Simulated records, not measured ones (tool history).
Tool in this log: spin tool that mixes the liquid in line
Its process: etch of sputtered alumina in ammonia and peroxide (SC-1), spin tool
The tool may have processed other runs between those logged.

run	hour	temperature setpoint of the liquid (C)	parts of 29 % ammonia solution to one part of 30 % peroxide (parts by volume)	time under the liquid (s)	thickness taken off the sputtered alumina on a monitor wafer (nm)
1	0	47	0.95	315	11.644
2	2.3	44.5	0.8	315	10.07
3	4.6	42.5	0.65	315	8.6791
4	11.3	48.5	0.65	315	12.103
5	16.8	45.5	0.6	315	10.07
6	20	45.5	0.9	315	10.703
7	28.5	43.5	0.8	315	9.3152
8	36.8	42	0.75	315	8.6135
9	45.4	41	0.65	315	7.8331
10	47.9	40	0.65	315	7.6307

Run 11, settings as shown, results not yet in. Your forecast:
11	50.5	39.5	0.6	315	?

{"run 11": {"thickness taken off the sputtered alumina on a monitor wafer (nm)": 7.2488}}
